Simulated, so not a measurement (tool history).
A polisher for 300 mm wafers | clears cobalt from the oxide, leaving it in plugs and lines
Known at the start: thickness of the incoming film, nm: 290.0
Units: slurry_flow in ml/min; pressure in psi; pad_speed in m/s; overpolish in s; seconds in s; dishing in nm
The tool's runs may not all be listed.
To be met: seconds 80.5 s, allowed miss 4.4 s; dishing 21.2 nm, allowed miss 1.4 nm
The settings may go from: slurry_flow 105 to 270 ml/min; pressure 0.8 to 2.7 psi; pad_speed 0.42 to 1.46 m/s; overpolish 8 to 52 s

run 1 hour=0 | slurry_flow=175 pressure=1.7 pad_speed=0.94 overpolish=26 | seconds=64.852 dishing=50.437
run 2 hour=7.9 | slurry_flow=170 pressure=1.6 pad_speed=0.94 overpolish=21 | seconds=67.732 dishing=45.461
run 3 hour=15.2 | slurry_flow=170 pressure=1.6 pad_speed=1.12 overpolish=21 | seconds=57.429 dishing=48.463
run 4 hour=15.7 | slurry_flow=170 pressure=1.9 pad_speed=1.12 overpolish=21 | seconds=50.172 dishing=54.089
run 5 hour=17 | slurry_flow=170 pressure=2.1 pad_speed=1.12 overpolish=21 | seconds=47.168 dishing=52.235
run 6 hour=23.5 | slurry_flow=170 pressure=2.1 pad_speed=0.96 overpolish=21 | seconds=56.71 dishing=52.479
run 7 hour=25.9 | slurry_flow=195 pressure=1.7 pad_speed=0.96 overpolish=17 | seconds=62.433 dishing=41.881
run 8 hour=33 | slurry_flow=215 pressure=1.4 pad_speed=0.94 overpolish=14 | seconds=73.576 dishing=35.047
run 9 hour=40.6 | slurry_flow=230 pressure=1.2 pad_speed=0.96 overpolish=12 | seconds=77.073 dishing=29.494
run 10 hour=45.3 | slurry_flow=240 pressure=1.1 pad_speed=0.98 overpolish=11 | seconds=77.59 dishing=28.101

Which of these 4 next moves meets every target?
run A hour=50 | slurry_flow=225 pressure=1.4 pad_speed=0.92 overpolish=23 | seconds=? dishing=?
run B hour=50 | slurry_flow=210 pressure=1.1 pad_speed=0.96 overpolish=8 | seconds=? dishing=?
run C hour=50 | slurry_flow=230 pressure=1.2 pad_speed=0.88 overpolish=22 | seconds=? dishing=?
run D hour=50 | slurry_flow=200 pressure=1.4 pad_speed=0.82 overpolish=26 | seconds=? dishing=?

move=A seconds=74.313 dishing=46.997
move=B seconds=83.11 dishing=21.346
move=C seconds=85.045 dishing=42.81
move=D seconds=84.248 dishing=46.994
A: further off than the last run
B: meets every target
C: further off than the last run
D: further off than the last run
The right move is B.

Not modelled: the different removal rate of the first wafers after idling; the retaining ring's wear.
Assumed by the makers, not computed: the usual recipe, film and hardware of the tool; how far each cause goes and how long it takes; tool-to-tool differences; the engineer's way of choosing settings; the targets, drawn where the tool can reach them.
